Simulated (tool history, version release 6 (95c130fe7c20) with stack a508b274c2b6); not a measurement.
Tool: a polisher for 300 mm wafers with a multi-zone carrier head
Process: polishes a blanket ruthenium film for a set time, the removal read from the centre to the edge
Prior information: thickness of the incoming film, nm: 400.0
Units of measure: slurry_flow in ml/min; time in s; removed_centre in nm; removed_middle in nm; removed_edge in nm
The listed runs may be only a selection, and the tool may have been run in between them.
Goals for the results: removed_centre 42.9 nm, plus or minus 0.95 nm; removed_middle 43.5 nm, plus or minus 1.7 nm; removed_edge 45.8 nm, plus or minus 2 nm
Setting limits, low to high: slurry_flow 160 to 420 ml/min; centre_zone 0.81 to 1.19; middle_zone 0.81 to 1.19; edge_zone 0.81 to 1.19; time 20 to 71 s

run,day,slurry_flow,centre_zone,middle_zone,edge_zone,time,removed_centre,removed_middle,removed_edge
1,0,270,1,1,1,45,30.074,29.855,30.409
2,0.104,270,1,1.08,1,45,30.461,30.546,30.175
3,0.162,275,1,1.08,1.02,47,31.354,31.923,31.683
4,0.362,275,1,1.08,1.04,49,33.477,33.657,32.783
5,0.733,275,1,1.05,1.04,49,33.059,32.267,33.76
6,0.917,275,1,0.99,1.04,49,32.718,31.05,33.704
7,1,275,0.99,1.01,1.05,51,33.973,33.181,34.898
8,1.238,275,0.98,1.02,1.06,53,34.995,35.259,36.484
9,1.575,275,0.98,1.02,1.07,55,36.33,35.979,37.402
10,1.733,285,0.97,1.02,1.08,56,36.74,36.751,39.038
11,1.8,295,0.97,1.03,1.09,57,37.655,37.495,41.083
12,2.071,295,0.97,1.03,1.09,57,37.588,37.06,40.733
# day 2.225: slurry nozzle cleaned
13,2.225,300,0.97,1.04,1.09,58,39.842,40.355,42.422

Next run, 4 choices. One meets every target within its allowed miss, the rest don't. Which?
A,2.379,400,0.84,1.12,1,63,?,?,?
B,2.379,355,0.84,0.99,1.1,64,?,?,?
C,2.379,355,0.91,0.96,0.98,66,?,?,?
D,2.379,280,0.92,1.14,1.13,60,?,?,?

move,removed_centre,removed_middle,removed_edge
A,38.686,47.168,44.996
B,38.856,43.569,47.626
C,43.433,43.999,46.416
D,38.938,43.972,44.384
A: misses by more than the last run did
B: misses by more than the last run did
C: every result lands within tolerance
D: misses by more than the last run did
Answer: C
